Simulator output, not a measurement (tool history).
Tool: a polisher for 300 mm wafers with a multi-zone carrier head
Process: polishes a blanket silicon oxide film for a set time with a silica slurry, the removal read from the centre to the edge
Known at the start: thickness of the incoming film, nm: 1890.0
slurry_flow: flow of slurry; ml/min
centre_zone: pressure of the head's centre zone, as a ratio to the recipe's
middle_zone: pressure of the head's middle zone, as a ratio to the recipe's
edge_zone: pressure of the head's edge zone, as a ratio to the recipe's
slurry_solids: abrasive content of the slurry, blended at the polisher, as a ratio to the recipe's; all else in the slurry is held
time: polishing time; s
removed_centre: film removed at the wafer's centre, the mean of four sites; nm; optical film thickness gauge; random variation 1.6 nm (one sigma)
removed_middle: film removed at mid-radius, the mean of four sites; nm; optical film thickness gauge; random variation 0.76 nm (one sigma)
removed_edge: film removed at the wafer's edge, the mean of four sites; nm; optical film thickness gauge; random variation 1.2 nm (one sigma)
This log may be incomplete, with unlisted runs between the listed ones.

| run | hour | slurry_flow | centre_zone | middle_zone | edge_zone | slurry_solids | time | removed_centre | removed_middle | removed_edge |
|---|---|---|---|---|---|---|---|---|---|---|
| 1 | 0.0 | 265 | 1.00 | 1.00 | 1.00 | 1.0 | 35 | 108.590 | 107.48 | 108.63 |
| 2 | 3.6 | 265 | 0.96 | 1.00 | 1.00 | 1.0 | 35 | 106.830 | 107.25 | 107.56 |
| 3 | 6.0 | 265 | 0.90 | 1.00 | 1.00 | 1.0 | 35 | 97.824 | 108.83 | 107.57 |
| 4 | 12.9 | 270 | 0.92 | 1.01 | 1.01 | 1.0 | 35 | 100.970 | 109.73 | 107.00 |
| 5 | 19.6 | 270 | 0.92 | 1.01 | 1.01 | 1.0 | 39 | 110.130 | 122.16 | 121.69 |
| 6 | 22.8 | 270 | 0.92 | 1.08 | 1.01 | 1.0 | 39 | 110.920 | 127.49 | 122.07 |
| 7 | 25.0 | 275 | 0.94 | 1.08 | 1.00 | 1.0 | 39 | 113.850 | 128.52 | 121.73 |
| 8 | 26.8 | 275 | 0.96 | 1.08 | 0.99 | 1.0 | 39 | 116.960 | 127.39 | 121.12 |
| 9 | 33.2 | 275 | 0.97 | 1.08 | 0.99 | 1.0 | 39 | 115.820 | 127.06 | 120.61 |

Estimate the outcome of run 10 from the log above:
| 10 | 39.8 | 275 | 0.99 | 1.08 | 0.99 | 1.0 | 39 | ? | ? | ? |

{"run 10": {"removed_centre": 122.4, "removed_middle": 128.08, "removed_edge": 119.29}}

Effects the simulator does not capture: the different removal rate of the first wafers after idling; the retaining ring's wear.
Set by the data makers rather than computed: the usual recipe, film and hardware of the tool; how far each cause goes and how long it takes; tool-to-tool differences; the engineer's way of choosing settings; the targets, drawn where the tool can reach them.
